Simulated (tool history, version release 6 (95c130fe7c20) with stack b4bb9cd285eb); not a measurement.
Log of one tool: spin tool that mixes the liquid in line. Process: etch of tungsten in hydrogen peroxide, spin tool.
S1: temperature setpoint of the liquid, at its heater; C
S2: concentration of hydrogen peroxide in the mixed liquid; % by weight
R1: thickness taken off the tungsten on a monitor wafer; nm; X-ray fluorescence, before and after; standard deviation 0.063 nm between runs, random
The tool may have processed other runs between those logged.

{"run": 1, "hour": 0.0, "S1": 50, "S2": 21.5, "time under the liquid (s)": 20, "R1": 17.725}
{"run": 2, "hour": 6.4, "S1": 50, "S2": 24.5, "time under the liquid (s)": 20, "R1": 18.912}
{"run": 3, "hour": 7.6, "S1": 50, "S2": 24.5, "time under the liquid (s)": 20, "R1": 19.003}
{"run": 4, "hour": 10.4, "S1": 50, "S2": 29, "time under the liquid (s)": 20, "R1": 20.57}
{"run": 5, "hour": 15.7, "S1": 48, "S2": 29, "time under the liquid (s)": 20, "R1": 18.159}
{"run": 6, "hour": 17.2, "S1": 45.5, "S2": 29, "time under the liquid (s)": 20, "R1": 15.587}
{"run": 7, "hour": 18.1, "S1": 44.5, "S2": 29, "time under the liquid (s)": 20, "R1": 14.596}
{"run": 8, "hour": 25.0, "S1": 44, "S2": 29, "time under the liquid (s)": 20, "R1": 14.184}

Run 9 is up next; what results do you expect?
{"run": 9, "hour": 33.6, "S1": 43.5, "S2": 29, "time under the liquid (s)": 20, "R1": "?"}

Logged for run 9: R1 13.711 nm.
